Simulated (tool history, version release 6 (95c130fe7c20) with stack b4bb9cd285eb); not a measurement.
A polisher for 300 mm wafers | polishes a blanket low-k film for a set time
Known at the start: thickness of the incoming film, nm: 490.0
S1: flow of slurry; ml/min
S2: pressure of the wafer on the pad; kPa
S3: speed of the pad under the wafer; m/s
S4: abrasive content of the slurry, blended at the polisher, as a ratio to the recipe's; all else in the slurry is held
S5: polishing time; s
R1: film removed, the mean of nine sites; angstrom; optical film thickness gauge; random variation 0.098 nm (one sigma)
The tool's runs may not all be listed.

run  hour   S1    S2    S3  S4  S5      R1
  1     0  195  13.8  1.08   1  22  100.98
  2   2.3  210  15.9  1.08   1  22  114.21
  3   7.1  210  17.2  1.08   1  22  123.19
  4  14.1  210  17.2  1.08   1  20  110.48
  5  16.5  220  18.6  1.14   1  20  123.99
  6  25.5  185  18.6  1.14   1  20  120.53
  7  33.8  215  19.3  1.16   1  20  130.23
  8  40.6  230    20  1.18   1  20  136.67
  9  44.2  240  20.7   1.2   1  20  144.62
 10  48.2  250  20.7   1.2   1  20  142.66
 11  53.6  250  20.7   1.2   1  20  142.98

Forecast run 12:
 12  61.8  250  20.7  1.22   1  20   ?

{"run 12": {"R1": 145.07}}

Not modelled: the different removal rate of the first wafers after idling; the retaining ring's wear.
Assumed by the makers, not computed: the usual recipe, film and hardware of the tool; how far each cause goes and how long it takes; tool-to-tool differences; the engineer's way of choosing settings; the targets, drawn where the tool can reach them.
